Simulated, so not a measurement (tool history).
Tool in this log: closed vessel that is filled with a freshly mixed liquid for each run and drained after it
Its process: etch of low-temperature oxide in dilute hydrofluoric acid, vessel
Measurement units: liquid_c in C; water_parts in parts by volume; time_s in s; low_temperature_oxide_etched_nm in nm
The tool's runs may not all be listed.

run	hour	liquid_c	water_parts	time_s	low_temperature_oxide_etched_nm
1	0	22	55	30	17.101
2	3.6	24	55	30	18.486
3	8.2	22	55	30	17.048
4	16	20.5	55	30	16.184
5	20.2	20.5	35	30	25.978
6	27.4	20.5	35	30	25.681
7	31.4	19.5	45	30	19.038

Forecast run 8:
8	35.9	18.5	50	30	?

Run 8 came out at low_temperature_oxide_etched_nm 16.502 nm.
